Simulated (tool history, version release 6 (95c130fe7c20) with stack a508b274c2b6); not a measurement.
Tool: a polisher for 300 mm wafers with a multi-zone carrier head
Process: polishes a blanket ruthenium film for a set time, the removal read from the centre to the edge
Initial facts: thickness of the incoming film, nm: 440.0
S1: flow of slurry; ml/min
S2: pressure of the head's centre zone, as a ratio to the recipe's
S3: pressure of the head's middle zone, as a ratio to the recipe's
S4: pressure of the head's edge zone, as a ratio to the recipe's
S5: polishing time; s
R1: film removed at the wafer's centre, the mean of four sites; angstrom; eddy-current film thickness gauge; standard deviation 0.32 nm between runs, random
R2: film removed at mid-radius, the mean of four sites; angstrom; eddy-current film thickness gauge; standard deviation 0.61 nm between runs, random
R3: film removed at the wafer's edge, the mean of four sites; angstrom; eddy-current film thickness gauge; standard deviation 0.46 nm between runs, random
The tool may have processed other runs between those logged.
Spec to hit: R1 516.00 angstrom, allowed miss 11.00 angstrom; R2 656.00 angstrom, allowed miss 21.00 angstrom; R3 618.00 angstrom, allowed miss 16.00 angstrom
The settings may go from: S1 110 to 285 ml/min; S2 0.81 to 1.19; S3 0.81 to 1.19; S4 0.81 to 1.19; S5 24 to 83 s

run 1 hour=0.0 | S1=180 S2=1.00 S3=1.00 S4=1.00 S5=53 | R1=477.69 R2=472.50 R3=478.93
run 2 hour=4.0 | S1=180 S2=1.04 S3=1.00 S4=1.00 S5=53 | R1=500.43 R2=469.90 R3=484.40
run 3 hour=13.0 | S1=185 S2=1.02 S3=1.02 S4=1.03 S5=54 | R1=506.08 R2=490.00 R3=497.34
run 4 hour=19.9 | S1=185 S2=1.02 S3=1.02 S4=1.03 S5=44 | R1=406.27 R2=403.73 R3=403.76
run 5 hour=27.9 | S1=185 S2=1.02 S3=1.09 S4=1.03 S5=44 | R1=407.21 R2=419.83 R3=408.74
run 6 hour=31.8 | S1=185 S2=1.02 S3=1.09 S4=1.00 S5=44 | R1=409.79 R2=417.21 R3=401.36
run 7 hour=35.0 | S1=190 S2=1.00 S3=1.11 S4=1.02 S5=47 | R1=425.78 R2=461.35 R3=432.59
run 8 hour=40.2 | S1=195 S2=0.99 S3=1.11 S4=1.05 S5=49 | R1=442.48 R2=487.95 R3=462.11
run 9 hour=48.3 | S1=200 S2=0.98 S3=1.11 S4=1.07 S5=50 | R1=452.32 R2=499.40 R3=476.27
run 10 hour=53.6 | S1=205 S2=0.97 S3=1.12 S4=1.09 S5=51 | R1=458.99 R2=514.75 R3=488.67
run 11 hour=57.0 | S1=210 S2=0.96 S3=1.12 S4=1.11 S5=52 | R1=463.27 R2=513.64 R3=507.33
run 12 hour=58.9 | S1=215 S2=0.95 S3=1.13 S4=1.11 S5=53 | R1=464.89 R2=538.43 R3=516.70
run 13 hour=65.4 | S1=220 S2=0.94 S3=1.14 S4=1.12 S5=54 | R1=471.59 R2=549.24 R3=537.85
run 14 hour=72.6 | S1=220 S2=0.93 S3=1.15 S4=1.12 S5=55 | R1=468.66 R2=568.31 R3=538.28
run 15 hour=80.5 | S1=225 S2=0.93 S3=1.16 S4=1.13 S5=56 | R1=481.95 R2=592.93 R3=547.30

Exercise: of the 5 proposed moves below, exactly one satisfies all targets within the stated allowed misses. Which move is it?
run A hour=88.4 | S1=240 S2=0.84 S3=1.04 S4=1.19 S5=63 | R1=? R2=? R3=?
run B hour=88.4 | S1=235 S2=0.90 S3=1.14 S4=1.15 S5=51 | R1=? R2=? R3=?
run C hour=88.4 | S1=285 S2=1.01 S3=1.18 S4=0.97 S5=49 | R1=? R2=? R3=?
run D hour=88.4 | S1=245 S2=0.89 S3=1.19 S4=1.15 S5=62 | R1=? R2=? R3=?
run E hour=88.4 | S1=240 S2=1.09 S3=1.17 S4=1.07 S5=52 | R1=? R2=? R3=?

move=A R1=498.01 R2=609.74 R3=643.44
move=B R1=431.29 R2=527.48 R3=510.15
move=C R1=476.52 R2=531.13 R3=457.38
move=D R1=521.39 R2=665.89 R3=622.06
move=E R1=534.93 R2=549.46 R3=502.19
A: the result that was furthest off in the last run now lies on the other side of its target
B: misses by more than the last run did
C: misses by more than the last run did
D: each result inside its tolerance
E: misses by more than the last run did
The move that meets every target is D.
